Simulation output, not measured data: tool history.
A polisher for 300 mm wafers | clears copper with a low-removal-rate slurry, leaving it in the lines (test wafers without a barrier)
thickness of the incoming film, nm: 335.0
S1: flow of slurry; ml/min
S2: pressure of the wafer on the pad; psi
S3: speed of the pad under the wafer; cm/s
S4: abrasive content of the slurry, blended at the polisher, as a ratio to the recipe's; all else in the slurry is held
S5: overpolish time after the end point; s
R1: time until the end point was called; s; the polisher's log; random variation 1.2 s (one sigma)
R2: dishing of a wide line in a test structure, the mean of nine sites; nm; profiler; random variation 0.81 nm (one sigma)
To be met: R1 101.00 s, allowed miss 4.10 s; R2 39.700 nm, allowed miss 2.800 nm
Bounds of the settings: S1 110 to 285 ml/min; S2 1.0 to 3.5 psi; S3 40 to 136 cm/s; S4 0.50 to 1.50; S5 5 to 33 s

run,day,S1,S2,S3,S4,S5,R1,R2
1,0.000,180,2.2,88,1.00,17,151.54,27.126
2,0.267,180,2.2,88,1.15,17,147.88,27.881
3,0.521,205,2.2,88,1.15,17,147.90,27.427
4,0.667,205,2.3,88,1.15,17,137.64,28.483
5,0.750,205,2.3,88,0.95,17,147.07,27.690
6,0.808,205,2.3,88,0.95,12,145.62,20.964
7,1.092,205,2.4,88,0.95,13,137.63,23.761
8,1.371,205,2.5,88,0.95,14,134.41,25.697
9,1.700,205,2.6,88,0.95,14,126.80,26.099
10,1.892,205,3.1,90,0.95,21,105.79,40.650

Which of these 4 next moves meets every target?
A,2.083,190,3.3,88,1.00,19,?,?
B,2.083,245,3.2,72,1.20,24,?,?
C,2.083,205,3.0,80,1.15,20,?,?
D,2.083,215,3.5,72,0.85,19,?,?

move,R1,R2
A,102.81,41.035
B,113.57,44.726
C,115.90,39.014
D,114.54,38.181
A: meets every target
B: further off than the last run
C: further off than the last run
D: further off than the last run
Answer: A
